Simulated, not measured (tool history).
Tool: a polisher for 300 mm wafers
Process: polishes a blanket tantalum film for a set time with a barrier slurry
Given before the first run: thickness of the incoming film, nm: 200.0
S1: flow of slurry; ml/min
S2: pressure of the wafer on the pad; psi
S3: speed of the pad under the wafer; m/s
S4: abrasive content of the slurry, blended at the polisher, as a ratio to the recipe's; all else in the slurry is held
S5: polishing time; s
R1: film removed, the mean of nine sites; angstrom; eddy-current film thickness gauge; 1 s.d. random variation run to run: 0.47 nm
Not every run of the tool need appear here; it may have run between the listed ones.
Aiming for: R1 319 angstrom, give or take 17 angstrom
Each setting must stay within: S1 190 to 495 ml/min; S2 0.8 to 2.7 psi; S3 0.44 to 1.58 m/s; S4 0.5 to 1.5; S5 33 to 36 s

run  hour   S1   S2    S3    S4  S5      R1
  1     0  320  1.7     1     1  36  454.73
  2   4.1  320  1.7  1.16     1  36  536.02
  3   5.8  320  1.7  1.16  1.15  36  541.82
  4   6.5  320  1.4  1.16  1.15  36  497.86
  5  11.6  320  1.3  1.12  1.15  36   447.1
  6  17.9  320  1.2   1.1  1.15  36  421.24
  7  19.1  320  1.1  1.08  1.15  36  383.97
  8  20.8  320  0.9  1.06  1.15  36  345.73

Next run, 5 choices. One meets every target within its allowed miss, the rest don't. Which?
  A  22.5  345  0.9  0.98   1.1  36   ?
  B  22.5  290  0.8  1.12  1.05  33   ?
  C  22.5  255  1.1   1.1  1.15  36   ?
  D  22.5  330  0.9  1.18  1.15  36   ?
  E  22.5  315  0.9  1.14  1.25  36   ?

move      R1
   A  311.99
   B  295.47
   C  388.01
   D  377.93
   E  373.45
A: in spec on every target
B: takes the biggest miss from the last run beyond its target
C: its largest miss is bigger than the last run's
D: its largest miss is bigger than the last run's
E: its largest miss is bigger than the last run's
A meets every target.
